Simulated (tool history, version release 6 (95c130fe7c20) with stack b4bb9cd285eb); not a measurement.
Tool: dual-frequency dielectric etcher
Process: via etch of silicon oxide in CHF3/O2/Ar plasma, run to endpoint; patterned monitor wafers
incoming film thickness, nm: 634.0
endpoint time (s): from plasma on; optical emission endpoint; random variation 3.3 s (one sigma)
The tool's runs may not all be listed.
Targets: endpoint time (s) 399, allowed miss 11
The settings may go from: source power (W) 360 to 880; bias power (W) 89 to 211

| run | day | source power (W) | bias power (W) | endpoint time (s) |
|---|---|---|---|---|
| 1 | 0 | 620 | 150 | 323.23 |
| 2 | 0.05 | 700 | 150 | 300.94 |
| 3 | 0.1 | 650 | 147 | 314.44 |
| 4 | 0.421 | 650 | 120 | 343.21 |
| 5 | 0.483 | 650 | 145 | 319.48 |
| 6 | 0.638 | 610 | 143 | 329.39 |
| 7 | 0.75 | 570 | 140 | 344.57 |
| 8 | 1 | 540 | 138 | 353.93 |
| 9 | 1.233 | 520 | 137 | 362.43 |
| 10 | 1.454 | 500 | 136 | 363.34 |
|  | 1.592 | source power generator calibrated |
| 11 | 1.592 | 370 | 113 | 464.34 |
| 12 | 1.621 | 400 | 114 | 455.42 |
| 13 | 1.746 | 420 | 115 | 437.49 |

Which of these 5 next moves meets every target?
| A | 1.871 | 420 | 100 | ? |
| B | 1.871 | 360 | 97 | ? |
| C | 1.871 | 360 | 141 | ? |
| D | 1.871 | 430 | 137 | ? |
| E | 1.871 | 360 | 99 | ? |

| move | endpoint time (s) |
|---|---|
| A | 473.13 |
| B | 517.73 |
| C | 426.43 |
| D | 398.68 |
| E | 511.98 |
A: further off than the last run
B: further off than the last run
C: nearer than the last run, and not there yet
D: meets every target
E: further off than the last run
The right move is D.
